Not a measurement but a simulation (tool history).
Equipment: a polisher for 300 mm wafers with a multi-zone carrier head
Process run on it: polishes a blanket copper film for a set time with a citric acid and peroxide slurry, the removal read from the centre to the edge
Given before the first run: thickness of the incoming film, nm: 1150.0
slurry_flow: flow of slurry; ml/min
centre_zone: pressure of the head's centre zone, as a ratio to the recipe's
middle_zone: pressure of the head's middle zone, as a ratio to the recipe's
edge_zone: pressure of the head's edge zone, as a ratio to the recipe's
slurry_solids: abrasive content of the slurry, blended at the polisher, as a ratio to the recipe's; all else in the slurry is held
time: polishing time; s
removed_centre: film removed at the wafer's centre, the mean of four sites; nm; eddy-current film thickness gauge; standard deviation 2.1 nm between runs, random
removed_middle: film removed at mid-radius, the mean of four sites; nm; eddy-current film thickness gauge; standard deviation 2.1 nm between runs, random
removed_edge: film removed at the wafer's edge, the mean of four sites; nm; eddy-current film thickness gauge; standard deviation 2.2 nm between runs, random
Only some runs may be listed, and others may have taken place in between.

run	hour	slurry_flow	centre_zone	middle_zone	edge_zone	slurry_solids	time	removed_centre	removed_middle	removed_edge
1	0	190	1	1	1	1	69	133.35	133.94	134.3
2	6.6	190	1	0.92	1	1	69	134.83	123.45	133.15
3	7.1	190	1	0.92	1	0.85	69	131.11	124.14	131.99
4	16	190	1.08	0.92	1	0.85	69	137.58	122.94	128.63
5	24.4	195	1.03	0.95	1.05	0.9	72	146.87	132.09	144.55
6	28	195	1.03	0.95	1.05	0.9	62	120.76	113.39	122.53

Run 7 has not been measured yet. What should we expect?
7	30.4	200	0.99	1	1.09	0.95	66	?	?	?

removed_centre: 128.76 nm
removed_middle: 127.93 nm
removed_edge: 128.93 nm
